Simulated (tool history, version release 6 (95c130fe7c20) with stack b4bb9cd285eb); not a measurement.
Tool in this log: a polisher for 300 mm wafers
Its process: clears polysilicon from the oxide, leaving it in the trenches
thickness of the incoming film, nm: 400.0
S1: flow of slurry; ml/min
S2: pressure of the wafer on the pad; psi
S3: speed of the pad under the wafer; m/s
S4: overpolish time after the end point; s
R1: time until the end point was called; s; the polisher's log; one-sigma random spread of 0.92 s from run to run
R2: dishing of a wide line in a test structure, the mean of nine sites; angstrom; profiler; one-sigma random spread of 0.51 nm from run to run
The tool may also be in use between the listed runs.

run  hour   S1   S2    S3  S4      R1      R2
  1     0  245  2.1  1.04  23  33.332  540.55
  2   5.8  300  2.1  1.04  23  32.419  534.21
  3  12.1  325  1.8  0.98  18  39.834  517.15
  4  18.4  325  1.8  0.98  27  39.553     534
  5  23.1  340  1.6  0.98  21  43.799  527.49
  6  26.9  350  1.7  0.82  17  50.198  497.34
  7  29.2  360  1.8  0.72  14  53.194  457.77
  8  32.7  365  1.9  0.64  12  56.323  411.03
  9  35.3  375    2  0.56   7  60.457  307.78

Forecast run 10:
 10    36  375  1.9  0.6   8   ?   ?

Run 10 came out at R1 59.443 s, R2 338.51 angstrom.
